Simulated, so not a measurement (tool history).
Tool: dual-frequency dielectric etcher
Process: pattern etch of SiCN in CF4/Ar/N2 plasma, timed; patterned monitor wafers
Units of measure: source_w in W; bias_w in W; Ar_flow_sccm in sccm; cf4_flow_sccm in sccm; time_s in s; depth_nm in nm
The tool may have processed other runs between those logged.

| run | hour | source_w | bias_w | Ar_flow_sccm | cf4_flow_sccm | time_s | depth_nm |
|---|---|---|---|---|---|---|---|
| 1 | 0 | 330 | 53 | 109 | 82 | 42 | 25.005 |
| 2 | 6.5 | 330 | 45 | 109 | 82 | 42 | 23.338 |
| 3 | 11.8 | 310 | 45 | 109 | 82 | 42 | 22.64 |
| 4 | 20.1 | 310 | 38 | 109 | 82 | 42 | 21.137 |
| 5 | 28.9 | 310 | 38 | 109 | 73 | 42 | 20.726 |
| 6 | 33.7 | 360 | 38 | 109 | 73 | 42 | 22.84 |
| 7 | 42.5 | 340 | 38 | 109 | 73 | 42 | 22.33 |
| 8 | 47.9 | 330 | 38 | 109 | 73 | 42 | 21.529 |

Run 9 has not been measured yet. What should we expect?
| 9 | 53.7 | 320 | 38 | 109 | 73 | 42 | ? |

{"run 9": {"depth_nm": 21.308}}

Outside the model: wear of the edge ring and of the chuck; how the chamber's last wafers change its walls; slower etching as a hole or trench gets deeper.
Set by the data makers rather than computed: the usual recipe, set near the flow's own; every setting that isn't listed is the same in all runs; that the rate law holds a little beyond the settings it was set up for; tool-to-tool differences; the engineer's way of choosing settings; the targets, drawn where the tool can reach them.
